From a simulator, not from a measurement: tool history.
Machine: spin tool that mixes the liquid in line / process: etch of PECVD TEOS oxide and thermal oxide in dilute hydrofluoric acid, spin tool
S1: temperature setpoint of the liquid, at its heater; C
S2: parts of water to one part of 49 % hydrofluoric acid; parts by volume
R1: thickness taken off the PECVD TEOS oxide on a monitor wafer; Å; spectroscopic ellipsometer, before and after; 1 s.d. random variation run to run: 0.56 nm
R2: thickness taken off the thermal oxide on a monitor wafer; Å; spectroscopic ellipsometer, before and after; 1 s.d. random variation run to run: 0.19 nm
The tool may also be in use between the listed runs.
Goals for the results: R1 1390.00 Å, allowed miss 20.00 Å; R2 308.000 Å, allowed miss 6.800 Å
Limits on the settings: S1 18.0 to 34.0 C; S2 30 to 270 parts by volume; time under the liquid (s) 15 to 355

Run 1, hour 0.0: S1 26.0 C, S2 150 parts by volume, time under the liquid (s) 180. Result: R1 253.15 Å, R2 56.154 Å.
Run 2, hour 8.8: S1 27.0 C, S2 130 parts by volume, time under the liquid (s) 190. Result: R1 325.85 Å, R2 72.773 Å.
Run 3, hour 10.5: S1 29.0 C, S2 130 parts by volume, time under the liquid (s) 190. Result: R1 351.12 Å, R2 78.340 Å.
Run 4, hour 18.2: S1 29.0 C, S2 130 parts by volume, time under the liquid (s) 140. Result: R1 257.64 Å, R2 57.556 Å.
Run 5, hour 23.2: S1 29.0 C, S2 130 parts by volume, time under the liquid (s) 110. Result: R1 203.96 Å, R2 45.611 Å.
Run 6, hour 27.1: S1 26.0 C, S2 130 parts by volume, time under the liquid (s) 110. Result: R1 181.96 Å, R2 40.407 Å.
Run 7, hour 29.0: S1 27.0 C, S2 115 parts by volume, time under the liquid (s) 130. Result: R1 256.77 Å, R2 56.792 Å.
Run 8, hour 34.7: S1 28.0 C, S2 100 parts by volume, time under the liquid (s) 145. Result: R1 350.34 Å, R2 77.391 Å.
Run 9, hour 42.8: S1 29.0 C, S2 90 parts by volume, time under the liquid (s) 155. Result: R1 440.73 Å, R2 98.277 Å.
Run 10, hour 50.4: S1 33.0 C, S2 30 parts by volume, time under the liquid (s) 225. Result: R1 2443.80 Å, R2 546.160 Å.
Run 11, hour 56.3: S1 32.0 C, S2 30 parts by volume, time under the liquid (s) 225. Result: R1 2355.10 Å, R2 521.700 Å.

Below are 4 possible settings for the next run. Only one of them brings all results inside the allowed miss of their targets. Which is it?
Run A, hour 62.2: S1 29.0 C, S2 45 parts by volume, time under the liquid (s) 240. Result: R1 ?, R2 ?.
Run B, hour 62.2: S1 32.0 C, S2 50 parts by volume, time under the liquid (s) 220. Result: R1 ?, R2 ?.
Run C, hour 62.2: S1 31.5 C, S2 40 parts by volume, time under the liquid (s) 185. Result: R1 ?, R2 ?.
Run D, hour 62.2: S1 34.0 C, S2 45 parts by volume, time under the liquid (s) 195. Result: R1 ?, R2 ?.

move       R1       R2
   A  1450.60  319.850
   B  1335.50  294.470
   C  1399.20  308.520
   D  1432.20  315.780
A: closes in on the targets versus the last run, not all within tolerance yet
B: takes the result that was furthest off past its target
C: every result lands within tolerance
D: closes in on the targets versus the last run, not all within tolerance yet
Answer: C
